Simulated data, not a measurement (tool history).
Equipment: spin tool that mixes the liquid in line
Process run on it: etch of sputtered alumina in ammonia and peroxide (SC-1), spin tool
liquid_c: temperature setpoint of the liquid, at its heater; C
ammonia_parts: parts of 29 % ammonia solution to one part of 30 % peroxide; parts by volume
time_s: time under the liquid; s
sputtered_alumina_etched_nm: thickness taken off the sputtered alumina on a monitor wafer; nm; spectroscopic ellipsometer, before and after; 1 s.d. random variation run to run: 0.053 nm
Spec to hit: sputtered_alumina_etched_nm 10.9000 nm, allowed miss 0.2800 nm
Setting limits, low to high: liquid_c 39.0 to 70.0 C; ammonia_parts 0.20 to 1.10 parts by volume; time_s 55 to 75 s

run	hour	liquid_c	ammonia_parts	time_s	sputtered_alumina_etched_nm
1	0.0	55.0	0.60	75	6.7147
2	3.2	60.0	0.60	75	8.7161
3	11.7	61.0	0.60	75	9.2941
4	15.2	61.5	0.60	75	9.4814
5	17.5	62.0	0.60	75	9.7408
6	24.9	62.5	0.60	75	9.9864
# hour 31.6: heated supply line repaired
7	31.6	63.0	0.60	75	12.4450
8	32.5	62.5	0.60	75	12.0980

Which single option among these 4 for the next run brings every result within its allowed miss of target? Just one does.
A	33.4	63.5	0.50	60	?
B	33.4	59.5	0.55	75	?
C	33.4	63.5	0.25	70	?
D	33.4	63.5	0.40	70	?

move	sputtered_alumina_etched_nm
A	10.0530
B	10.3480
C	10.9860
D	11.4840
A: pushes the last run's worst result past its target
B: pushes the last run's worst result past its target
C: meets every target
D: better than the last run, though not everything is in spec
The move that meets every target is C.

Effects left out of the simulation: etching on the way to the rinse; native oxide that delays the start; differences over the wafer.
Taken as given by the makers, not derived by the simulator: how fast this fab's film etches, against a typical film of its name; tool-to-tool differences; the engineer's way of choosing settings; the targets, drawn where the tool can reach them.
